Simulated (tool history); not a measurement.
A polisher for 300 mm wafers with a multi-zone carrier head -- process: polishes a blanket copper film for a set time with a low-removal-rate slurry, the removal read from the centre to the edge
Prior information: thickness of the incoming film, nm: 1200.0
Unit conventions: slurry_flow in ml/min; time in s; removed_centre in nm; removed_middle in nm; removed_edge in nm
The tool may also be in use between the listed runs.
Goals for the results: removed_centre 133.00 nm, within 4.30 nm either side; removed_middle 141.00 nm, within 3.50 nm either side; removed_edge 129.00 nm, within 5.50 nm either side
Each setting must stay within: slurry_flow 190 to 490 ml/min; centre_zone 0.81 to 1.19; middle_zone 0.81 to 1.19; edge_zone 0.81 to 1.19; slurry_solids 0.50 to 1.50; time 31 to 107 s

| run | day | slurry_flow | centre_zone | middle_zone | edge_zone | slurry_solids | time | removed_centre | removed_middle | removed_edge |
|---|---|---|---|---|---|---|---|---|---|---|
| 1 | 0.000 | 315 | 1.00 | 1.00 | 1.00 | 1.00 | 69 | 259.63 | 258.00 | 241.35 |
| 2 | 0.100 | 315 | 1.06 | 1.00 | 1.00 | 1.00 | 69 | 274.29 | 262.05 | 239.21 |
| 3 | 0.233 | 315 | 1.06 | 1.00 | 1.00 | 1.10 | 69 | 282.61 | 268.64 | 244.21 |
| 4 | 0.496 | 315 | 1.04 | 1.00 | 0.98 | 1.00 | 64 | 248.75 | 240.22 | 219.17 |
|  | 0.833 | edge zone pressure recalibrated |
| 5 | 0.833 | 315 | 1.02 | 1.00 | 0.96 | 0.95 | 61 | 232.48 | 228.26 | 213.57 |
| 6 | 0.971 | 315 | 1.02 | 0.92 | 0.96 | 0.95 | 61 | 235.74 | 214.20 | 214.87 |
| 7 | 1.229 | 305 | 0.92 | 0.95 | 0.86 | 0.70 | 42 | 135.63 | 133.39 | 128.30 |
| 8 | 1.592 | 310 | 0.92 | 0.96 | 0.86 | 0.70 | 42 | 133.83 | 134.62 | 126.77 |
| 9 | 1.796 | 315 | 0.92 | 0.97 | 0.87 | 0.70 | 42 | 135.03 | 136.29 | 128.86 |

Which single option among these 5 for the next run brings every result within its allowed miss of target? Just one does.
| A | 2.000 | 340 | 1.11 | 0.95 | 0.81 | 0.65 | 42 | ? | ? | ? |
| B | 2.000 | 350 | 0.95 | 1.06 | 0.84 | 0.75 | 39 | ? | ? | ? |
| C | 2.000 | 305 | 0.87 | 0.88 | 1.05 | 0.75 | 41 | ? | ? | ? |
| D | 2.000 | 275 | 0.95 | 1.05 | 0.97 | 0.80 | 39 | ? | ? | ? |
| E | 2.000 | 285 | 0.81 | 0.94 | 0.99 | 0.75 | 43 | ? | ? | ? |

| move | removed_centre | removed_middle | removed_edge |
|---|---|---|---|
| A | 147.43 | 131.69 | 122.11 |
| B | 132.98 | 140.16 | 121.45 |
| C | 131.99 | 127.68 | 139.34 |
| D | 133.58 | 140.03 | 130.08 |
| E | 132.87 | 139.65 | 141.84 |
A: misses by more than the last run did
B: puts the biggest miss on target and leaves a different result outside tolerance
C: misses by more than the last run did
D: in spec on every target
E: puts the biggest miss on target and leaves a different result outside tolerance
D is the move that brings every result within its allowed miss.
